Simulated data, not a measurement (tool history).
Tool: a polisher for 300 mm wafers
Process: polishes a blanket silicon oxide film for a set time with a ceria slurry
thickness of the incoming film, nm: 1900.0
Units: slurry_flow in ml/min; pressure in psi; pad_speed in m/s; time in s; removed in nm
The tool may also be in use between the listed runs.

run  hour  slurry_flow  pressure  pad_speed  time  removed
  1     0          180       2.7       0.82   111   284.88
  2   2.6          180       2.5       0.82   111   266.96
  3    11          180         3       0.82   111   307.81
  4  14.2          180         3       0.82   111   309.87
  5  17.4          180         3       0.96   111   361.64
  6  25.9          180       2.8       0.94   111   337.46

Run 7 comes next. What will it give?
  7  27.9          180       2.6       0.92   111        ?

Run 7 gave removed 305.84 nm.
